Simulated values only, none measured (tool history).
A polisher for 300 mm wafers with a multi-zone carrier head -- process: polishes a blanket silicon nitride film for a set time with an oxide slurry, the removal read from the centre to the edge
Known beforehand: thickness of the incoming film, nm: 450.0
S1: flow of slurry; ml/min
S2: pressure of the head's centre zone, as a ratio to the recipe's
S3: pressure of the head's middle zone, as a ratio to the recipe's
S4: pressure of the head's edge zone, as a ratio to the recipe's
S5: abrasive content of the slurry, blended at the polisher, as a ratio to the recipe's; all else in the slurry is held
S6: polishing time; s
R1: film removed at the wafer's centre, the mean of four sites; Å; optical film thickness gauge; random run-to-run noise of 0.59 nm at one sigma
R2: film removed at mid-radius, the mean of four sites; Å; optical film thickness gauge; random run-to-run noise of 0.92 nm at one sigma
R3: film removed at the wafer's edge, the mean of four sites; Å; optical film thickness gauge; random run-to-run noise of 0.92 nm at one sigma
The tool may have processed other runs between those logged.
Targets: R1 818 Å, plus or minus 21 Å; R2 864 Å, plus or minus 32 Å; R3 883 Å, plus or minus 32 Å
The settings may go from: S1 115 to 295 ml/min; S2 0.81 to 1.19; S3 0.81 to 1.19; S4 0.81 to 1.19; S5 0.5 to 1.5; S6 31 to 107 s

Run 1, hour 0: S1 190 ml/min, S2 1, S3 1, S4 1, S5 1, S6 69 s. Result: R1 630.15 Å, R2 637.43 Å, R3 636.34 Å.
Run 2, hour 6.9: S1 195 ml/min, S2 1, S3 1.01, S4 1.02, S5 1.05, S6 69 s. Result: R1 645.68 Å, R2 673.98 Å, R3 649.15 Å.
Run 3, hour 12.9: S1 195 ml/min, S2 1, S3 0.93, S4 1.02, S5 1.05, S6 69 s. Result: R1 648.22 Å, R2 637.08 Å, R3 652.93 Å.
Run 4, hour 15.5: S1 195 ml/min, S2 1, S3 0.86, S4 1.02, S5 1.05, S6 69 s. Result: R1 650.17 Å, R2 599.36 Å, R3 652.34 Å.
Run 5, hour 21.1: S1 235 ml/min, S2 1, S3 0.86, S4 1.02, S5 1.05, S6 69 s. Result: R1 673.9 Å, R2 622.25 Å, R3 673.51 Å.
Run 6, hour 27.3: S1 240 ml/min, S2 1, S3 0.88, S4 1.04, S5 1.1, S6 69 s. Result: R1 683.74 Å, R2 652.07 Å, R3 694.4 Å.
Run 7, hour 31.4: S1 245 ml/min, S2 1, S3 0.89, S4 1.06, S5 1.15, S6 69 s. Result: R1 696.05 Å, R2 671.26 Å, R3 712.53 Å.
Run 8, hour 37.8: S1 245 ml/min, S2 1, S3 0.9, S4 1.07, S5 1.2, S6 69 s. Result: R1 719.35 Å, R2 676.42 Å, R3 728.62 Å.
Run 9, hour 38.3: S1 245 ml/min, S2 1, S3 0.9, S4 1.07, S5 1.2, S6 69 s. Result: R1 715.04 Å, R2 665.55 Å, R3 736.28 Å.
Run 10, hour 39.7: S1 255 ml/min, S2 0.99, S3 1, S4 1.17, S5 1.45, S6 70 s. Result: R1 777.28 Å, R2 796.25 Å, R3 834.42 Å.

Which of these 5 next moves meets every target?
Run A, hour 41.1: S1 240 ml/min, S2 1.02, S3 0.81, S4 1.19, S5 1.5, S6 70 s. Result: R1 ?, R2 ?, R3 ?.
Run B, hour 41.1: S1 235 ml/min, S2 0.99, S3 1.03, S4 1.15, S5 1.2, S6 81 s. Result: R1 ?, R2 ?, R3 ?.
Run C, hour 41.1: S1 295 ml/min, S2 0.92, S3 1.11, S4 1.09, S5 1.45, S6 66 s. Result: R1 ?, R2 ?, R3 ?.
Run D, hour 41.1: S1 210 ml/min, S2 0.99, S3 0.81, S4 1.19, S5 1.5, S6 76 s. Result: R1 ?, R2 ?, R3 ?.
Run E, hour 41.1: S1 250 ml/min, S2 0.97, S3 1.05, S4 1.16, S5 1.4, S6 68 s. Result: R1 ?, R2 ?, R3 ?.

move      R1      R2      R3
   A  803.86  698.06  861.83
   B  825.47  867.19  891.25
   C  699.67  827.11  778.16
   D  831.73  744.16  922.82
   E  731.27  792.86  805.65
A: lands further from the targets than the last run did
B: hits every target within its allowed miss
C: lands further from the targets than the last run did
D: lands further from the targets than the last run did
E: lands further from the targets than the last run did
Go with B: it meets all targets.
